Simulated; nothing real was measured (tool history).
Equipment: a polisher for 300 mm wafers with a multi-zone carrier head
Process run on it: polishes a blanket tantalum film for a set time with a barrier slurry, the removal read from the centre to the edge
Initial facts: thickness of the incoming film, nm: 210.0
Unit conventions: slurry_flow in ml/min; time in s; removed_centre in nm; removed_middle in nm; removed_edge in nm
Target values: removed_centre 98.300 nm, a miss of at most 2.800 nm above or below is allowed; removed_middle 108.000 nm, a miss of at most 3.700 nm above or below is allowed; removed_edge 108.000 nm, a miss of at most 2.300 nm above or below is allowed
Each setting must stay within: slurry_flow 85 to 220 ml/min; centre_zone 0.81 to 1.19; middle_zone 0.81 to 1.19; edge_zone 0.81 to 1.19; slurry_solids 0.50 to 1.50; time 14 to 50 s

run 1 day=0.000 | slurry_flow=140 centre_zone=1.00 middle_zone=1.00 edge_zone=1.00 slurry_solids=1.00 time=32 | removed_centre=86.073 removed_middle=85.576 removed_edge=88.058
run 2 day=0.046 | slurry_flow=150 centre_zone=1.00 middle_zone=1.01 edge_zone=1.03 slurry_solids=1.05 time=32 | removed_centre=89.391 removed_middle=92.914 removed_edge=91.036
run 3 day=0.354 | slurry_flow=155 centre_zone=0.99 middle_zone=1.00 edge_zone=1.05 slurry_solids=1.10 time=32 | removed_centre=89.572 removed_middle=90.090 removed_edge=93.330
run 4 day=0.608 | slurry_flow=155 centre_zone=1.08 middle_zone=1.00 edge_zone=1.05 slurry_solids=1.10 time=32 | removed_centre=98.318 removed_middle=90.896 removed_edge=91.901
run 5 day=0.662 | slurry_flow=155 centre_zone=1.08 middle_zone=0.95 edge_zone=1.05 slurry_solids=1.10 time=32 | removed_centre=95.781 removed_middle=87.077 removed_edge=92.648
run 6 day=0.804 | slurry_flow=155 centre_zone=1.08 middle_zone=0.95 edge_zone=1.05 slurry_solids=1.20 time=32 | removed_centre=99.375 removed_middle=89.146 removed_edge=93.583
run 7 day=0.871 | slurry_flow=160 centre_zone=1.06 middle_zone=0.96 edge_zone=1.07 slurry_solids=1.20 time=32 | removed_centre=97.462 removed_middle=90.081 removed_edge=94.471
run 8 day=1.071 | slurry_flow=200 centre_zone=0.96 middle_zone=1.06 edge_zone=1.17 slurry_solids=1.40 time=32 | removed_centre=94.653 removed_middle=104.580 removed_edge=104.410
run 9 day=1.133 | slurry_flow=205 centre_zone=0.96 middle_zone=1.06 edge_zone=1.18 slurry_solids=1.45 time=32 | removed_centre=96.672 removed_middle=105.750 removed_edge=104.720

Exactly one of the 4 candidate moves below puts every result within its allowed miss. Which one?
run A day=1.196 | slurry_flow=200 centre_zone=0.92 middle_zone=0.96 edge_zone=1.19 slurry_solids=1.50 time=34 | removed_centre=? removed_middle=? removed_edge=?
run B day=1.196 | slurry_flow=210 centre_zone=0.94 middle_zone=0.98 edge_zone=1.19 slurry_solids=1.40 time=33 | removed_centre=? removed_middle=? removed_edge=?
run C day=1.196 | slurry_flow=175 centre_zone=0.98 middle_zone=1.07 edge_zone=1.19 slurry_solids=1.30 time=34 | removed_centre=? removed_middle=? removed_edge=?
run D day=1.196 | slurry_flow=165 centre_zone=1.03 middle_zone=1.00 edge_zone=1.19 slurry_solids=1.50 time=31 | removed_centre=? removed_middle=? removed_edge=?

move=A removed_centre=97.730 removed_middle=104.140 removed_edge=112.200
move=B removed_centre=96.423 removed_middle=102.190 removed_edge=108.000
move=C removed_centre=99.063 removed_middle=108.720 removed_edge=107.330
move=D removed_centre=96.498 removed_middle=95.247 removed_edge=99.971
A: the result that was furthest off in the last run now lies on the other side of its target
B: brings the last run's worst result on target, with another outside its allowed miss
C: all results in spec
D: the biggest miss grows against the last run
C is the move that brings every result within its allowed miss.

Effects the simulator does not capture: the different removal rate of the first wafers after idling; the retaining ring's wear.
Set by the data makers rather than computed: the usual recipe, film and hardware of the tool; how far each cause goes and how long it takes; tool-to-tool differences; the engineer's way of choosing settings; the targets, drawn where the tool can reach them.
